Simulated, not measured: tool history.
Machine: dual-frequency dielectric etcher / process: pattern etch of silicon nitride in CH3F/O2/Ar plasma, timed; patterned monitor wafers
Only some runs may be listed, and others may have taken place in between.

run,hour,source power (W),bias power (W),etch time (s),mean etch depth across the wafer (nm)
1,0.0,480,67,52.5,40.612
2,3.9,490,67,52.5,41.055
3,12.2,500,67,52.5,41.271
4,15.7,450,67,52.5,39.682
5,20.2,460,67,52.5,40.039
6,28.0,470,67,52.5,40.453
7,30.0,480,67,52.5,40.748

The next listed run, before its measurement:
8,32.6,490,67,52.5,?

mean etch depth across the wafer (nm): 41.228
